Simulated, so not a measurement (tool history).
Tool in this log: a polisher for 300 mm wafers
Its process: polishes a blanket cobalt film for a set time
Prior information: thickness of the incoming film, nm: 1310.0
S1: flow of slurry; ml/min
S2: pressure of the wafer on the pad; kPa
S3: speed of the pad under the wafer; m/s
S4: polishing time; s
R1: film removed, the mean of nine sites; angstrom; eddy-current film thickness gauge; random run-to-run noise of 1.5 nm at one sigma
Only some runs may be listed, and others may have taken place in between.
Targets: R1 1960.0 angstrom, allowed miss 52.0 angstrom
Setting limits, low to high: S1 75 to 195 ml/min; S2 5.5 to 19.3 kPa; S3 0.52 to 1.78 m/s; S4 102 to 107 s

{"run": 1, "hour": 0.0, "S1": 125, "S2": 12.4, "S3": 1.14, "S4": 102, "R1": 5387.8}
{"run": 2, "hour": 3.5, "S1": 95, "S2": 12.4, "S3": 1.14, "S4": 102, "R1": 5037.3}
{"run": 3, "hour": 9.1, "S1": 90, "S2": 10.3, "S3": 1.04, "S4": 102, "R1": 3857.5}
{"run": 4, "hour": 16.3, "S1": 90, "S2": 10.3, "S3": 1.04, "S4": 102, "R1": 3853.3}
{"run": 5, "hour": 24.4, "S1": 90, "S2": 10.3, "S3": 1.04, "S4": 107, "R1": 4045.7}
{"run": 6, "hour": 29.0, "S1": 85, "S2": 9.0, "S3": 0.96, "S4": 107, "R1": 3164.0}
{"run": 7, "hour": 30.2, "S1": 85, "S2": 8.3, "S3": 0.92, "S4": 107, "R1": 2805.5}
{"run": 8, "hour": 34.4, "S1": 85, "S2": 7.6, "S3": 0.9, "S4": 107, "R1": 2548.4}
{"run": 9, "hour": 40.3, "S1": 85, "S2": 6.9, "S3": 0.9, "S4": 107, "R1": 2300.3}
{"run": 10, "hour": 47.7, "S1": 85, "S2": 6.2, "S3": 0.9, "S4": 107, "R1": 2115.8}
{"run": 11, "hour": 53.6, "S1": 85, "S2": 5.5, "S3": 0.9, "S4": 107, "R1": 1856.8}
{"run": 12, "hour": 56.6, "S1": 85, "S2": 6.2, "S3": 0.9, "S4": 107, "R1": 2100.2}
{"run": 13, "hour": 64.9, "S1": 85, "S2": 5.5, "S3": 0.9, "S4": 107, "R1": 1866.8}

4 candidate next runs follow, results not yet known. Just one meets every target within its allowed miss. Identify it.
{"run": "A", "hour": 73.2, "S1": 95, "S2": 6.9, "S3": 0.8, "S4": 105, "R1": "?"}
{"run": "B", "hour": 73.2, "S1": 75, "S2": 8.3, "S3": 0.62, "S4": 106, "R1": "?"}
{"run": "C", "hour": 73.2, "S1": 90, "S2": 6.2, "S3": 0.76, "S4": 107, "R1": "?"}
{"run": "D", "hour": 73.2, "S1": 105, "S2": 5.5, "S3": 0.9, "S4": 105, "R1": "?"}

move=A R1=2122.3
move=B R1=1847.8
move=C R1=1832.7
move=D R1=1984.6
A: pushes the last run's worst result past its target
B: the biggest miss grows against the last run
C: the biggest miss grows against the last run
D: in spec on every target
So the answer is move D, the one that meets all the targets.

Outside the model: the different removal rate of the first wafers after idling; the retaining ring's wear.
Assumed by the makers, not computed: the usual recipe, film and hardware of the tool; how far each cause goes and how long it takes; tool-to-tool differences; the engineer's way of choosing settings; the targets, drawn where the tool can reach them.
